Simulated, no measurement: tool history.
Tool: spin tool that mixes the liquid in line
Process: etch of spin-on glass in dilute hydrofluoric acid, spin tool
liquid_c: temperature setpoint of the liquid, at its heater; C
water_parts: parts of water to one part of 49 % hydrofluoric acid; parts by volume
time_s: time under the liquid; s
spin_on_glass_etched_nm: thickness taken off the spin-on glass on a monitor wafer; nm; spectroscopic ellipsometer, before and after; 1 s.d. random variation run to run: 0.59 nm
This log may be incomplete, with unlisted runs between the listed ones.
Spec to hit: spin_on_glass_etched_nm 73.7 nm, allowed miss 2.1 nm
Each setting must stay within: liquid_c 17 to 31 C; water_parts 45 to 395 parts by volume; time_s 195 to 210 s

run 1 hour=0 | liquid_c=23 water_parts=220 time_s=195 | spin_on_glass_etched_nm=35.223
run 2 hour=8 | liquid_c=26.5 water_parts=220 time_s=195 | spin_on_glass_etched_nm=40.555
run 3 hour=15.4 | liquid_c=29 water_parts=220 time_s=195 | spin_on_glass_etched_nm=44.334
run 4 hour=22.8 | liquid_c=29 water_parts=210 time_s=195 | spin_on_glass_etched_nm=47.552
run 5 hour=28.8 | liquid_c=29 water_parts=210 time_s=195 | spin_on_glass_etched_nm=46.911
run 6 hour=31.8 | liquid_c=29 water_parts=210 time_s=210 | spin_on_glass_etched_nm=50.867
run 7 hour=35.2 | liquid_c=29.5 water_parts=200 time_s=210 | spin_on_glass_etched_nm=54.608
run 8 hour=39.4 | liquid_c=29.5 water_parts=195 time_s=210 | spin_on_glass_etched_nm=57.461
run 9 hour=47.6 | liquid_c=29.5 water_parts=190 time_s=210 | spin_on_glass_etched_nm=59.112
run 10 hour=55.1 | liquid_c=29.5 water_parts=185 time_s=210 | spin_on_glass_etched_nm=59.962
run 11 hour=57 | liquid_c=31 water_parts=150 time_s=210 | spin_on_glass_etched_nm=82.155
run 12 hour=65.8 | liquid_c=30.5 water_parts=150 time_s=210 | spin_on_glass_etched_nm=79.738
run 13 hour=71.6 | liquid_c=30 water_parts=150 time_s=210 | spin_on_glass_etched_nm=78.691
run 14 hour=79.5 | liquid_c=29 water_parts=150 time_s=210 | spin_on_glass_etched_nm=76.653

Next run, 5 choices. One meets every target within its allowed miss, the rest don't. Which?
run A hour=87.4 | liquid_c=26.5 water_parts=150 time_s=205 | spin_on_glass_etched_nm=?
run B hour=87.4 | liquid_c=28.5 water_parts=160 time_s=210 | spin_on_glass_etched_nm=?
run C hour=87.4 | liquid_c=29 water_parts=155 time_s=210 | spin_on_glass_etched_nm=?
run D hour=87.4 | liquid_c=30 water_parts=150 time_s=210 | spin_on_glass_etched_nm=?
run E hour=87.4 | liquid_c=28.5 water_parts=135 time_s=210 | spin_on_glass_etched_nm=?

move=A spin_on_glass_etched_nm=67.301
move=B spin_on_glass_etched_nm=68.713
move=C spin_on_glass_etched_nm=72.681
move=D spin_on_glass_etched_nm=78.366
move=E spin_on_glass_etched_nm=84.067
A: the result that was furthest off in the last run now lies on the other side of its target
B: the result that was furthest off in the last run now lies on the other side of its target
C: in spec on every target
D: misses by more than the last run did
E: misses by more than the last run did
C meets every target.
